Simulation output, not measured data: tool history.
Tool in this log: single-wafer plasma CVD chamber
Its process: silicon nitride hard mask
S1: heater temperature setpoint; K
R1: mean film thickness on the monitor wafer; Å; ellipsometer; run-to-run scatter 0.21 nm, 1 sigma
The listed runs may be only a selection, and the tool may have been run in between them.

{"run": 1, "day": 0.0, "S1": 693.15, "chamber pressure (Pa)": 179, "RF power (W)": 280, "deposition time (s)": 40.4, "R1": 460.23}
{"run": 2, "day": 0.279, "S1": 693.15, "chamber pressure (Pa)": 169, "RF power (W)": 275, "deposition time (s)": 40.4, "R1": 455.02}
{"run": 3, "day": 0.592, "S1": 688.15, "chamber pressure (Pa)": 169, "RF power (W)": 275, "deposition time (s)": 40.4, "R1": 451.45}
{"run": 4, "day": 0.808, "S1": 688.15, "chamber pressure (Pa)": 169, "RF power (W)": 290, "deposition time (s)": 40.4, "R1": 461.81}
{"run": 5, "day": 0.95, "S1": 684.15, "chamber pressure (Pa)": 169, "RF power (W)": 290, "deposition time (s)": 40.4, "R1": 461.68}
{"run": 6, "day": 1.133, "S1": 684.15, "chamber pressure (Pa)": 160, "RF power (W)": 285, "deposition time (s)": 40.3, "R1": 455.71}
{"run": 7, "day": 1.179, "S1": 684.15, "chamber pressure (Pa)": 157, "RF power (W)": 275, "deposition time (s)": 40.1, "R1": 440.34}
{"run": 8, "day": 1.229, "S1": 684.15, "chamber pressure (Pa)": 153, "RF power (W)": 270, "deposition time (s)": 40, "R1": 431.98}

Estimate the outcome of run 9 from the log above:
{"run": 9, "day": 1.342, "S1": 684.15, "chamber pressure (Pa)": 151, "RF power (W)": 270, "deposition time (s)": 40, "R1": "?"}

For run 9 the tool returned R1 433.79 Å.
